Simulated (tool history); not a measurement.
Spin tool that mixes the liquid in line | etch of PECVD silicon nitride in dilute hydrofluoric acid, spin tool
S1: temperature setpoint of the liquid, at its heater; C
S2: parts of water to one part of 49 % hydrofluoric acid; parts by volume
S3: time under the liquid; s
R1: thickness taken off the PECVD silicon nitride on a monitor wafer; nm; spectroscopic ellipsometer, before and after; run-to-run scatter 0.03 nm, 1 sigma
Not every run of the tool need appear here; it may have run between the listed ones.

| run | hour | S1 | S2 | S3 | R1 |
|---|---|---|---|---|---|
| 1 | 0 | 24 | 55 | 85 | 2.553 |
| 2 | 3.7 | 24.5 | 55 | 85 | 2.6363 |
| 3 | 6.2 | 22 | 55 | 85 | 2.2091 |
| 4 | 15.2 | 22 | 35 | 85 | 3.473 |
| 5 | 22.7 | 22 | 35 | 65 | 2.6852 |
| 6 | 28.6 | 23.5 | 35 | 65 | 2.9307 |
| 7 | 32.5 | 24 | 35 | 65 | 3.0272 |

Predict the results of run 8:
| 8 | 37 | 24.5 | 35 | 65 | ? |

R1: 3.1283 nm

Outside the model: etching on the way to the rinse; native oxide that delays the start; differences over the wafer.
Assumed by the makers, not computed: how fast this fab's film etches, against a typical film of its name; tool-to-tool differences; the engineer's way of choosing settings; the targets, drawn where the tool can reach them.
